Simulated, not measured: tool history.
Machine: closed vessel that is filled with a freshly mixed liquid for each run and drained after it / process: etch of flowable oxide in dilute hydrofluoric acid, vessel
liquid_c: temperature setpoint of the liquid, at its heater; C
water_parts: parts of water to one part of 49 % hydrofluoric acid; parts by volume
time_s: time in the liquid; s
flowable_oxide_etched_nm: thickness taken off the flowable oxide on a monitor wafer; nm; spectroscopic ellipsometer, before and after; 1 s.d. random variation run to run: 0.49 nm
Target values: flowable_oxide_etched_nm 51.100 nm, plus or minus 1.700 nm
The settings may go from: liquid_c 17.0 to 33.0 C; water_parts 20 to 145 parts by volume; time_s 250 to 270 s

{"run": 1, "hour": 0.0, "liquid_c": 25.0, "water_parts": 80, "time_s": 250, "flowable_oxide_etched_nm": 75.491}
{"run": 2, "hour": 0.8, "liquid_c": 25.0, "water_parts": 80, "time_s": 250, "flowable_oxide_etched_nm": 75.612}
{"run": 3, "hour": 8.1, "liquid_c": 25.0, "water_parts": 80, "time_s": 270, "flowable_oxide_etched_nm": 81.09}
{"run": 4, "hour": 13.6, "liquid_c": 23.0, "water_parts": 85, "time_s": 270, "flowable_oxide_etched_nm": 68.979}
{"run": 5, "hour": 19.2, "liquid_c": 21.5, "water_parts": 85, "time_s": 270, "flowable_oxide_etched_nm": 67.246}
{"run": 6, "hour": 25.7, "liquid_c": 23.5, "water_parts": 85, "time_s": 270, "flowable_oxide_etched_nm": 72.395}
{"run": 7, "hour": 27.1, "liquid_c": 21.5, "water_parts": 85, "time_s": 270, "flowable_oxide_etched_nm": 66.455}
{"run": 8, "hour": 30.1, "liquid_c": 20.0, "water_parts": 85, "time_s": 270, "flowable_oxide_etched_nm": 61.714}
{"run": 9, "hour": 32.5, "liquid_c": 20.0, "water_parts": 85, "time_s": 270, "flowable_oxide_etched_nm": 61.795}
{"run": 10, "hour": 41.1, "liquid_c": 19.0, "water_parts": 85, "time_s": 270, "flowable_oxide_etched_nm": 60.014}
{"run": 11, "hour": 43.7, "liquid_c": 18.5, "water_parts": 85, "time_s": 270, "flowable_oxide_etched_nm": 58.787}
{"run": 12, "hour": 47.5, "liquid_c": 18.0, "water_parts": 85, "time_s": 270, "flowable_oxide_etched_nm": 56.242}
{"run": 13, "hour": 55.7, "liquid_c": 17.5, "water_parts": 85, "time_s": 270, "flowable_oxide_etched_nm": 56.192}

5 next moves are on the table. One of them brings every result within its allowed miss. Which?
{"run": "A", "hour": 63.9, "liquid_c": 17.0, "water_parts": 75, "time_s": 255, "flowable_oxide_etched_nm": "?"}
{"run": "B", "hour": 63.9, "liquid_c": 17.5, "water_parts": 85, "time_s": 250, "flowable_oxide_etched_nm": "?"}
{"run": "C", "hour": 63.9, "liquid_c": 18.0, "water_parts": 75, "time_s": 270, "flowable_oxide_etched_nm": "?"}
{"run": "D", "hour": 63.9, "liquid_c": 17.0, "water_parts": 85, "time_s": 265, "flowable_oxide_etched_nm": "?"}
{"run": "E", "hour": 63.9, "liquid_c": 20.5, "water_parts": 80, "time_s": 250, "flowable_oxide_etched_nm": "?"}

move=A flowable_oxide_etched_nm=59.591
move=B flowable_oxide_etched_nm=52.094
move=C flowable_oxide_etched_nm=65.845
move=D flowable_oxide_etched_nm=54.060
move=E flowable_oxide_etched_nm=63.118
A: moves away from the targets compared with the last run
B: each result inside its tolerance
C: moves away from the targets compared with the last run
D: gains on the last run, yet a result remains outside its allowed miss
E: moves away from the targets compared with the last run
The move that meets every target is B.
